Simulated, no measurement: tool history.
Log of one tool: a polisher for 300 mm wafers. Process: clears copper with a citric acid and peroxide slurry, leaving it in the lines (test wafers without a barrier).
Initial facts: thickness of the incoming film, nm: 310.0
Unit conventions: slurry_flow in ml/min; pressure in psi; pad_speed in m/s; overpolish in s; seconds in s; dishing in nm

Run 1, hour 0.0: slurry_flow 150 ml/min, pressure 3.6 psi, pad_speed 0.84 m/s, slurry_solids 1.00, overpolish 11 s. Result: seconds 157.07 s, dishing 15.529 nm.
Run 2, hour 7.0: slurry_flow 150 ml/min, pressure 3.6 psi, pad_speed 0.68 m/s, slurry_solids 1.00, overpolish 11 s. Result: seconds 184.91 s, dishing 13.040 nm.
Run 3, hour 11.5: slurry_flow 150 ml/min, pressure 3.8 psi, pad_speed 0.70 m/s, slurry_solids 1.00, overpolish 12 s. Result: seconds 173.27 s, dishing 15.262 nm.
Run 4, hour 13.2: slurry_flow 150 ml/min, pressure 3.8 psi, pad_speed 0.70 m/s, slurry_solids 0.85, overpolish 12 s. Result: seconds 178.43 s, dishing 14.851 nm.
Run 5, hour 14.8: slurry_flow 150 ml/min, pressure 4.0 psi, pad_speed 0.72 m/s, slurry_solids 0.85, overpolish 13 s. Result: seconds 163.43 s, dishing 17.002 nm.
Run 6, hour 21.4: slurry_flow 150 ml/min, pressure 4.1 psi, pad_speed 0.74 m/s, slurry_solids 0.85, overpolish 14 s. Result: seconds 161.06 s, dishing 18.825 nm.

For run 7, what comes out?
Run 7, hour 27.3: slurry_flow 150 ml/min, pressure 5.1 psi, pad_speed 0.84 m/s, slurry_solids 0.85, overpolish 18 s. Result: seconds ?, dishing ?.

seconds: 117.05 s
dishing: 32.142 nm
